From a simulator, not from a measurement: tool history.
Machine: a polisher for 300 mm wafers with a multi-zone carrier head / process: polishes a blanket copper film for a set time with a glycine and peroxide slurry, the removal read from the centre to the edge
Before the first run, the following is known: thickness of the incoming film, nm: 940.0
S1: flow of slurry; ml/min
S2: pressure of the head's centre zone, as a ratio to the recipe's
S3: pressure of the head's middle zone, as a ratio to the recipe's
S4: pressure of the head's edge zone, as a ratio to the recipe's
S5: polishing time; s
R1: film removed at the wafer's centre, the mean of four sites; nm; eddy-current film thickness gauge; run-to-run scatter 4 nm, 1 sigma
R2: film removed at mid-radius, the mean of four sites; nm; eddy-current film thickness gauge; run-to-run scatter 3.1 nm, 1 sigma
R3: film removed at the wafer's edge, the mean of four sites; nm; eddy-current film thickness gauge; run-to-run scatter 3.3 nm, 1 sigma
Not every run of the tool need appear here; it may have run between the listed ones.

Run 1, day 0.000: S1 310 ml/min, S2 1.00, S3 1.00, S4 1.00, S5 69 s. Result: R1 351.25 nm, R2 350.03 nm, R3 359.10 nm.
Run 2, day 0.238: S1 310 ml/min, S2 0.97, S3 1.01, S4 0.98, S5 67 s. Result: R1 323.13 nm, R2 341.38 nm, R3 344.06 nm.
Run 3, day 0.421: S1 310 ml/min, S2 0.97, S3 1.01, S4 0.98, S5 60 s. Result: R1 290.41 nm, R2 311.34 nm, R3 301.74 nm.
Run 4, day 0.596: S1 310 ml/min, S2 0.96, S3 1.02, S4 0.98, S5 60 s. Result: R1 290.14 nm, R2 309.68 nm, R3 300.82 nm.
Run 5, day 0.858: S1 310 ml/min, S2 0.96, S3 1.02, S4 0.98, S5 53 s. Result: R1 257.77 nm, R2 275.05 nm, R3 270.49 nm.
Run 6, day 1.142: S1 310 ml/min, S2 0.95, S3 1.05, S4 1.00, S5 54 s. Result: R1 270.17 nm, R2 285.96 nm, R3 274.56 nm.

Forecast run 7:
Run 7, day 1.288: S1 310 ml/min, S2 0.93, S3 1.05, S4 1.00, S5 56 s. Result: R1 ?, R2 ?, R3 ?.

R1: 264.25 nm
R2: 295.94 nm
R3: 283.33 nm
